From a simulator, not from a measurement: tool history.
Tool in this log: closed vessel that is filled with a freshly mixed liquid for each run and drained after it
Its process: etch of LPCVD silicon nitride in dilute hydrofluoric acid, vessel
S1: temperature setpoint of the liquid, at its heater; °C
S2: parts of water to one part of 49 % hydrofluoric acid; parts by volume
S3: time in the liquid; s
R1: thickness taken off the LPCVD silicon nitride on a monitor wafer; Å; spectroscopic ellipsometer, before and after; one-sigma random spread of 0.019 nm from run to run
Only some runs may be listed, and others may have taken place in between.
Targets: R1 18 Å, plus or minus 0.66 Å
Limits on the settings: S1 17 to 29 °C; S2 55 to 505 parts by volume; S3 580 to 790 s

Run 1, day 0: S1 21 °C, S2 280 parts by volume, S3 790 s. Result: R1 10.188 Å.
Run 2, day 0.304: S1 22 °C, S2 275 parts by volume, S3 790 s. Result: R1 11.04 Å.
Run 3, day 0.583: S1 22 °C, S2 275 parts by volume, S3 790 s. Result: R1 10.925 Å.
Run 4, day 0.954: S1 22 °C, S2 275 parts by volume, S3 580 s. Result: R1 7.9655 Å.
Run 5, day 1.262: S1 22 °C, S2 365 parts by volume, S3 580 s. Result: R1 6.2179 Å.
Run 6, day 1.467: S1 24 °C, S2 365 parts by volume, S3 580 s. Result: R1 6.9563 Å.
Run 7, day 1.867: S1 24.5 °C, S2 345 parts by volume, S3 580 s. Result: R1 7.6053 Å.
Run 8, day 2.017: S1 25 °C, S2 325 parts by volume, S3 580 s. Result: R1 8.2762 Å.
Run 9, day 2.417: S1 25.5 °C, S2 305 parts by volume, S3 580 s. Result: R1 9.0944 Å.
Run 10, day 2.779: S1 26 °C, S2 285 parts by volume, S3 580 s. Result: R1 10.031 Å.
Run 11, day 3.004: S1 26.5 °C, S2 270 parts by volume, S3 580 s. Result: R1 10.922 Å.
Run 12, day 3.292: S1 26.5 °C, S2 270 parts by volume, S3 580 s. Result: R1 11.127 Å.
Run 13, day 3.538: S1 27 °C, S2 260 parts by volume, S3 580 s. Result: R1 11.394 Å.
Run 14, day 3.729: S1 27 °C, S2 245 parts by volume, S3 580 s. Result: R1 12.455 Å.
Run 15, day 3.9: S1 27 °C, S2 235 parts by volume, S3 580 s. Result: R1 12.993 Å.
At day 4.275: thermometer replaced.
Run 16, day 4.275: S1 27 °C, S2 230 parts by volume, S3 580 s. Result: R1 15.375 Å.
Run 17, day 4.542: S1 28 °C, S2 220 parts by volume, S3 580 s. Result: R1 17.016 Å.

Of the 4 settings listed for the next run, only one would bring every result within its allowed miss of target. Which one?
Run A, day 4.808: S1 26 °C, S2 215 parts by volume, S3 590 s. Result: R1 ?.
Run B, day 4.808: S1 28.5 °C, S2 240 parts by volume, S3 650 s. Result: R1 ?.
Run C, day 4.808: S1 29 °C, S2 235 parts by volume, S3 670 s. Result: R1 ?.
Run D, day 4.808: S1 29 °C, S2 280 parts by volume, S3 790 s. Result: R1 ?.

move      R1
   A  15.701
   B   18.02
   C   19.55
   D  19.281
A: moves away from the targets compared with the last run
B: every result within its allowed miss
C: pushes the last run's worst result past its target
D: pushes the last run's worst result past its target
B is the move that brings every result within its allowed miss.
